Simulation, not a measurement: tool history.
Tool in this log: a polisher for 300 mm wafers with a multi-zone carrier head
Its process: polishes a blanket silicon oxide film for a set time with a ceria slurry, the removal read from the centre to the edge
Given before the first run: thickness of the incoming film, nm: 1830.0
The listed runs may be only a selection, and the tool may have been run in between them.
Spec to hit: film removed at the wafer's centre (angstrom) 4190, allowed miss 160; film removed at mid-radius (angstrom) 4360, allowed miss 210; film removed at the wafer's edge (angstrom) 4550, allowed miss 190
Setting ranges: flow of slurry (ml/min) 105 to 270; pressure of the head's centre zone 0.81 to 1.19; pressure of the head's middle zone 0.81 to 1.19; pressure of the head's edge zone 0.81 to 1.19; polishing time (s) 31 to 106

run	hour	flow of slurry (ml/min)	pressure of the head's centre zone	pressure of the head's middle zone	pressure of the head's edge zone	polishing time (s)	film removed at the wafer's centre (angstrom)	film removed at mid-radius (angstrom)	film removed at the wafer's edge (angstrom)
1	0	175	1	1	1	68	3342.9	3260.9	3386.4
2	1.7	200	1	1	1	68	3397	3391.8	3374
3	6.4	195	1	1.01	1.01	71	3573.8	3660.6	3539.5
4	7	215	1	1.01	1.01	71	3601.5	3627.4	3637.8
5	7.6	220	1	1.01	1.03	72	3645	3673.6	3694.8
6	15.2	220	1	1.01	1.05	74	3837.1	3825	3769.4
7	16.1	220	0.98	1	1.05	76	3743.9	3920.6	3862.6
8	22.4	220	0.98	0.99	1.06	78	3998.3	3883.3	4047.4
9	30	220	0.97	0.99	1.07	79	3920.6	3924.3	4162.2
10	33.8	220	0.97	1	1.08	80	3941.5	4064.9	4195.7
11	37.7	220	0.97	1	1.09	81	3995.3	4135.5	4237.1
12	40.5	220	0.97	1	1.09	82	4050.1	4104.3	4350.3

Exactly one of the 4 candidate moves below puts every result within its allowed miss. Which one?
A	43.3	250	0.93	0.96	1.04	87	?	?	?
B	43.3	250	0.96	1.03	1	80	?	?	?
C	43.3	180	0.94	0.89	1.17	85	?	?	?
D	43.3	215	1.01	0.92	1.11	81	?	?	?

move	film removed at the wafer's centre (angstrom)	film removed at mid-radius (angstrom)	film removed at the wafer's edge (angstrom)
A	4234.6	4394.3	4482
B	4022.5	4287.5	4039.6
C	3962.5	3840.6	4488.9
D	4190	3868.6	4249.5
A: all results land within tolerance of their targets
B: brings the result that was furthest off to its target, and leaves another outside
C: further off than the last run
D: further off than the last run
Answer: A
